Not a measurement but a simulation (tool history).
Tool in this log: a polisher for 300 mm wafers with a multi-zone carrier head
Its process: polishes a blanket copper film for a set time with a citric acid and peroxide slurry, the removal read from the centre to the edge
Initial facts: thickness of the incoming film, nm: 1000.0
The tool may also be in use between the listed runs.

| run | day | flow of slurry (ml/min) | pressure of the head's centre zone | pressure of the head's middle zone | pressure of the head's edge zone | abrasive content of the slurry | polishing time (s) | film removed at the wafer's centre (Å) | film removed at mid-radius (Å) | film removed at the wafer's edge (Å) |
|---|---|---|---|---|---|---|---|---|---|---|
| 1 | 0 | 305 | 1 | 1 | 1 | 1 | 52 | 780.22 | 760.36 | 764.21 |
| 2 | 0.304 | 365 | 1 | 1 | 1 | 1 | 52 | 767.04 | 784.9 | 762.18 |
| 3 | 0.538 | 365 | 1 | 1 | 1 | 0.9 | 52 | 762.33 | 760.93 | 733.37 |
| 4 | 0.754 | 365 | 1.05 | 1 | 1 | 0.9 | 52 | 788.55 | 765.14 | 758.88 |
| 5 | 1.038 | 360 | 0.99 | 0.96 | 1.05 | 1.05 | 56 | 836.01 | 826.01 | 858.26 |
| 6 | 1.221 | 310 | 0.99 | 0.96 | 1.05 | 1.05 | 56 | 812.88 | 802.9 | 853.91 |
| 7 | 1.467 | 295 | 0.97 | 0.95 | 1.08 | 1.15 | 59 | 864.14 | 853.45 | 897.57 |
| 8 | 1.754 | 290 | 0.93 | 0.91 | 1.11 | 1.2 | 63 | 897.11 | 889.23 | 990.7 |
| 9 | 1.896 | 295 | 0.9 | 0.89 | 1.13 | 1.25 | 66 | 873.71 | 917.14 | 1077.6 |
| 10 | 2.079 | 305 | 0.91 | 0.89 | 1.15 | 1.3 | 67 | 902.52 | 955.54 | 1115 |

Run 11 comes next. What will it give?
| 11 | 2.238 | 305 | 0.91 | 0.89 | 1.15 | 1.3 | 67 | ? | ? | ? |

{"run 11": {"film removed at the wafer's centre (Å)": 929.31, "film removed at mid-radius (Å)": 946.96, "film removed at the wafer's edge (Å)": 1084.7}}

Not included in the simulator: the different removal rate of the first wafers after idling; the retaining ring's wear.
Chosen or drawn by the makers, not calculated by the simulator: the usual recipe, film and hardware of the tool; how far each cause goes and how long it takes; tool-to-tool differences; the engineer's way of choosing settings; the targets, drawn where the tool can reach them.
